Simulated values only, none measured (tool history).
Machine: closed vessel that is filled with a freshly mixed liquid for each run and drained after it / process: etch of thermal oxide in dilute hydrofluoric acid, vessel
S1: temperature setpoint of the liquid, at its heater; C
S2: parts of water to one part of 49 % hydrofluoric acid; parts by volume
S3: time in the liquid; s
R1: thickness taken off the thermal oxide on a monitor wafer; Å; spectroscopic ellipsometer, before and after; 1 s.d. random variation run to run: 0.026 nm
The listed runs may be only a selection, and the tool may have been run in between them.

run  hour    S1   S2   S3      R1
  1     0    25  110  105  39.707
  2   1.6    24  110  105  37.364
  3   7.4    24   85  105   50.57
  4  13.6    24   85  105  50.432
     20.8  -- hydrofluoric acid flow meter replaced
  5  20.8    23   90  105   49.05
  6  22.6    23   95  105  46.071
  7  24.2    23   95  105   46.41
  8  28.7    23  100  105  44.261
  9  32.5    23  100  105   44.51
 10  38.3  23.5  105  105  43.356

Run 11, settings as shown, results not yet in. Your forecast:
 11  45.9  23.5  115  105   ?

R1: 39.021 Å

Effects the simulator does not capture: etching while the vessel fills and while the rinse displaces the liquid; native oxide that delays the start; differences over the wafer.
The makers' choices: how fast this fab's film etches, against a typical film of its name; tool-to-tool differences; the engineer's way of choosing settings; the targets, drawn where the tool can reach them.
